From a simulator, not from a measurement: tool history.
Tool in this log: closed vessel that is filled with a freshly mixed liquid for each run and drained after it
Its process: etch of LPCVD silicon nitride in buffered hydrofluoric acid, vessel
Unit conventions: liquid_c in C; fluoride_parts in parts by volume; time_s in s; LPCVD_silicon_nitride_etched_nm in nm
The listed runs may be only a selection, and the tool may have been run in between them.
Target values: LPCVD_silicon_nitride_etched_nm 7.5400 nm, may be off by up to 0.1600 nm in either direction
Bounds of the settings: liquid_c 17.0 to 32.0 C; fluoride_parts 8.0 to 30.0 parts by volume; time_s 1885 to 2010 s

run	day	liquid_c	fluoride_parts	time_s	LPCVD_silicon_nitride_etched_nm
1	0.000	24.0	22.5	1885	12.6050
2	0.379	25.5	22.5	1885	13.6300
3	0.729	25.5	26.0	1885	12.4280
4	1.038	24.0	26.0	1885	11.3310
5	1.412	23.0	26.0	1885	10.8980
6	1.554	22.0	26.5	1885	10.0400
7	1.775	21.0	26.5	1885	9.5322
8	1.850	20.5	26.5	1885	9.1868
# day 1.996: hydrofluoric acid flow meter replaced
9	1.996	20.0	26.5	1885	9.4581

Pick the move, out of 4, that brings all results within their allowed miss; only one does.
A	2.142	21.0	22.0	1885	?
B	2.142	18.0	30.0	1910	?
C	2.142	17.0	30.0	1955	?
D	2.142	17.0	28.0	1985	?

move	LPCVD_silicon_nitride_etched_nm
A	11.4260
B	7.8871
C	7.6235
D	8.1199
A: misses by more than the last run did
B: an improvement on the last run, though not all results are within tolerance
C: all results in spec
D: an improvement on the last run, though not all results are within tolerance
C is the move that brings every result within its allowed miss.

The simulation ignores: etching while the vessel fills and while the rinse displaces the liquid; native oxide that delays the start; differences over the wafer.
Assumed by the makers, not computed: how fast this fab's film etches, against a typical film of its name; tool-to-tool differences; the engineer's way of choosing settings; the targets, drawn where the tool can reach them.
